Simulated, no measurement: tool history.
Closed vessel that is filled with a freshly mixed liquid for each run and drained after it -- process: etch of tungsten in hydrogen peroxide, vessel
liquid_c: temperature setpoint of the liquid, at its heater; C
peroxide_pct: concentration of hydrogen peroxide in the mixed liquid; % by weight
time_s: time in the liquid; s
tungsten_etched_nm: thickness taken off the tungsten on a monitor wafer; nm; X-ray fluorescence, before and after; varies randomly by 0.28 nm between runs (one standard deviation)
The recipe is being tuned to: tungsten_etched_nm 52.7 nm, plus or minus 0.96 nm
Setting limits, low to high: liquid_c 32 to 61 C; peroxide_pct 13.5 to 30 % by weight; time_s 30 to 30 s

run,hour,liquid_c,peroxide_pct,time_s,tungsten_etched_nm
1,0,45,25.5,30,33.18
2,5.2,45,28.5,30,34.78
3,13.8,46.5,28.5,30,38.369
4,20.3,40,28.5,30,25.347
5,22.2,40,23.5,30,22.816
6,24.5,43,23.5,30,28.054
7,29.8,51,23.5,30,46.344
8,31.3,51.5,23.5,30,47.646
9,33.8,52,23.5,30,49.176
10,37.2,52.5,23.5,30,50.517
11,41.2,53.5,23.5,30,54.044

Which one of the following 4 next-run settings gets every result inside its allowed miss? There is exactly one.
A,45.2,52,29,30,?
B,45.2,53.5,24.5,30,?
C,45.2,54.5,21.5,30,?
D,45.2,53.5,22.5,30,?

move,tungsten_etched_nm
A,54.73
B,55.115
C,54.846
D,52.817
A: its largest miss is bigger than the last run's
B: its largest miss is bigger than the last run's
C: its largest miss is bigger than the last run's
D: each result inside its tolerance
Answer: D
